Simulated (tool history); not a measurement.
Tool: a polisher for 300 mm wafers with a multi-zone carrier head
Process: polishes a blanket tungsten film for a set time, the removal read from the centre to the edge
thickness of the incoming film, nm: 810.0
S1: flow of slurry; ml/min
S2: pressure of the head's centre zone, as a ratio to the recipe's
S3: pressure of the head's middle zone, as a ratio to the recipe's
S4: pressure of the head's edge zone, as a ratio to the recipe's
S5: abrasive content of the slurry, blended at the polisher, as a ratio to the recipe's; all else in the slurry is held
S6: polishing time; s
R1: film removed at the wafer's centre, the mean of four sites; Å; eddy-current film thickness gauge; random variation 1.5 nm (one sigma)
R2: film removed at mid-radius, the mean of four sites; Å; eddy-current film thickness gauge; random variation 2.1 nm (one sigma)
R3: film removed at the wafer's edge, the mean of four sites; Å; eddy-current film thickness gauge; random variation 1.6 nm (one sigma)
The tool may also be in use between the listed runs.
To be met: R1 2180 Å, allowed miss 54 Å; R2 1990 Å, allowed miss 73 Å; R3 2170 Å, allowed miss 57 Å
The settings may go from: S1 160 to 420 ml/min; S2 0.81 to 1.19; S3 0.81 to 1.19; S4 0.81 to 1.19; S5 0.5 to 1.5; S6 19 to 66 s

| run | hour | S1 | S2 | S3 | S4 | S5 | S6 | R1 | R2 | R3 |
|---|---|---|---|---|---|---|---|---|---|---|
| 1 | 0 | 270 | 1 | 1 | 1 | 1 | 42 | 2806.5 | 2922.9 | 2907.3 |
| 2 | 1.6 | 270 | 1 | 1 | 1 | 1.2 | 42 | 2901.9 | 3029.6 | 3020.5 |
| 3 | 10 | 260 | 0.99 | 0.94 | 0.96 | 0.95 | 40 | 2619.7 | 2600.7 | 2676.7 |
| 4 | 17.4 | 250 | 0.98 | 0.9 | 0.93 | 0.8 | 39 | 2459.6 | 2325.1 | 2496.1 |
| 5 | 18.8 | 250 | 0.98 | 0.9 | 0.93 | 0.8 | 32 | 2000.7 | 1939.9 | 2036.4 |
| 6 | 25.8 | 270 | 1 | 0.89 | 0.95 | 0.8 | 32 | 2082.5 | 1911.1 | 2076.9 |
| 7 | 31.9 | 285 | 1.01 | 0.9 | 0.96 | 0.8 | 32 | 2111.2 | 1946.2 | 2097.4 |
| 8 | 38.2 | 295 | 1.01 | 0.9 | 0.97 | 0.8 | 32 | 2100.3 | 1974 | 2083.9 |
| 9 | 38.8 | 290 | 1.02 | 0.9 | 0.99 | 0.85 | 32 | 2125.5 | 1974 | 2159.2 |

Which of these 5 next moves meets every target?
| A | 39.4 | 200 | 1.06 | 0.95 | 1.03 | 1 | 31 | ? | ? | ? |
| B | 39.4 | 285 | 1.04 | 0.94 | 1.09 | 0.85 | 31 | ? | ? | ? |
| C | 39.4 | 270 | 1.07 | 0.92 | 1.02 | 0.7 | 33 | ? | ? | ? |
| D | 39.4 | 330 | 0.98 | 0.94 | 0.93 | 1 | 30 | ? | ? | ? |
| E | 39.4 | 320 | 0.99 | 0.89 | 1.02 | 0.8 | 32 | ? | ? | ? |

| move | R1 | R2 | R3 |
|---|---|---|---|
| A | 2079 | 1983.7 | 2114.8 |
| B | 2094 | 1995.4 | 2181.8 |
| C | 2176.1 | 1999.1 | 2157.2 |
| D | 2043.2 | 2024.3 | 2041.5 |
| E | 2092.8 | 1968.9 | 2174.8 |
A: further off than the last run
B: further off than the last run
C: meets every target
D: further off than the last run
E: further off than the last run
Move C is the one to make.
